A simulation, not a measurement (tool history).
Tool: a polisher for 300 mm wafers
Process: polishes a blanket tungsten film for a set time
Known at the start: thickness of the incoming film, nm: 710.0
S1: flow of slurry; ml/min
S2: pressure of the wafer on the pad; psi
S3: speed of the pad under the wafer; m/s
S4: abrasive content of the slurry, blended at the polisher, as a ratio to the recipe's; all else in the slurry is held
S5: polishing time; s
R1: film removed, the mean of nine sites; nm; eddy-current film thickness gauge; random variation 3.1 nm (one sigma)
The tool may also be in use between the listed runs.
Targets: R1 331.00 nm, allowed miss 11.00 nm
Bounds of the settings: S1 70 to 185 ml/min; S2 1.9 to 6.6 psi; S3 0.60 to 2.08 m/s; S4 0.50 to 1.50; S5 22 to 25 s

run 1 day=0.000 | S1=120 S2=4.2 S3=1.34 S4=1.00 S5=25 | R1=215.38
run 2 day=0.317 | S1=125 S2=4.5 S3=1.34 S4=1.00 S5=25 | R1=229.02
run 3 day=0.433 | S1=135 S2=4.5 S3=1.34 S4=1.00 S5=25 | R1=234.80
run 4 day=0.667 | S1=150 S2=4.5 S3=1.34 S4=1.00 S5=25 | R1=240.19
run 5 day=0.754 | S1=150 S2=4.8 S3=1.34 S4=1.00 S5=25 | R1=249.96
run 6 day=1.033 | S1=150 S2=4.2 S3=1.34 S4=1.00 S5=25 | R1=225.48
run 7 day=1.146 | S1=150 S2=4.2 S3=1.34 S4=1.00 S5=25 | R1=225.95
run 8 day=1.479 | S1=150 S2=4.6 S3=1.34 S4=1.00 S5=25 | R1=244.05

Which of these 5 next moves meets every target?
run A day=1.812 | S1=160 S2=5.8 S3=1.34 S4=0.60 S5=25 | R1=?
run B day=1.812 | S1=130 S2=3.7 S3=1.18 S4=1.05 S5=22 | R1=?
run C day=1.812 | S1=140 S2=4.8 S3=1.14 S4=0.85 S5=23 | R1=?
run D day=1.812 | S1=170 S2=5.6 S3=1.42 S4=1.20 S5=25 | R1=?
run E day=1.812 | S1=115 S2=5.1 S3=1.02 S4=1.05 S5=22 | R1=?

move=A R1=277.86
move=B R1=154.87
move=C R1=191.83
move=D R1=328.95
move=E R1=174.07
A: nearer than the last run, and not there yet
B: further off than the last run
C: further off than the last run
D: meets every target
E: further off than the last run
Move D is the one to make.
